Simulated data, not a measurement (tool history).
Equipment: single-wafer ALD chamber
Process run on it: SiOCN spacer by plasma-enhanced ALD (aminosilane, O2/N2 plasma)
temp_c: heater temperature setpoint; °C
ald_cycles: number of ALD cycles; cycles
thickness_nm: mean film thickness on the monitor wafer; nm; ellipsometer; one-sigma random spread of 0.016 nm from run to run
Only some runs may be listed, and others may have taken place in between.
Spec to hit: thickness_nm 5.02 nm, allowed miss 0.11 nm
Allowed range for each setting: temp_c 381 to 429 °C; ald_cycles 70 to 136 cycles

run	hour	temp_c	ald_cycles	thickness_nm
1	0	405	103	6.676
2	3.4	405	97	6.3082
3	5.8	414	97	6.1363
4	8.7	416	92	5.814
5	11.9	420	92	5.7502
6	14.2	421	88	5.4717
7	21.6	422	86	5.3464
8	27.6	422	86	5.3213
9	31.2	423	85	5.2466
10	34.8	424	84	5.1872

Below are 5 possible settings for the next run. Only one of them brings all results inside the allowed miss of their targets. Which is it?
A	38.4	411	78	?
B	38.4	425	88	?
C	38.4	414	85	?
D	38.4	429	90	?
E	38.4	424	85	?

move	thickness_nm
A	4.9829
B	5.4099
C	5.3862
D	5.471
E	5.2401
A: each result inside its tolerance
B: further off than the last run
C: further off than the last run
D: further off than the last run
E: further off than the last run
Correct choice: A, which meets every target
